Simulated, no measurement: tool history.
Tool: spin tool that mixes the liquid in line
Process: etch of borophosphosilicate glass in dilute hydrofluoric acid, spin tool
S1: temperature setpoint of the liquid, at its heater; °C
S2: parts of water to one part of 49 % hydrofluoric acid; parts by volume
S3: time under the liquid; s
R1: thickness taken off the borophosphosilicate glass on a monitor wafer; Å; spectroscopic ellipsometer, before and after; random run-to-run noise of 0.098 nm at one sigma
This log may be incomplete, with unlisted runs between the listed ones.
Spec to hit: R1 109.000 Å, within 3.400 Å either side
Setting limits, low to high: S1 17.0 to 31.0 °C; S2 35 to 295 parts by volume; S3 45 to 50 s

run,hour,S1,S2,S3,R1
1,0.0,23.0,165,45,103.090
2,3.7,21.5,165,45,96.844
3,5.9,21.5,135,45,120.420
4,10.5,21.5,135,50,135.150
5,13.3,20.5,135,50,129.700
6,18.7,18.0,135,50,116.580
# hour 20.6: hydrofluoric acid flow meter replaced
7,20.6,17.5,135,50,100.510
8,27.8,18.0,135,50,102.650

Which single option among these 4 for the next run brings every result within its allowed miss of target? Just one does.
A,35.0,18.0,110,45,?
B,35.0,17.0,125,45,?
C,35.0,17.5,120,50,?
D,35.0,19.5,125,45,?

move,R1
A,116.380
B,96.743
C,114.900
D,107.210
A: carries the result that was furthest off beyond its target, to the other side
B: the biggest miss grows against the last run
C: carries the result that was furthest off beyond its target, to the other side
D: each result inside its tolerance
Go with D: it meets all targets.
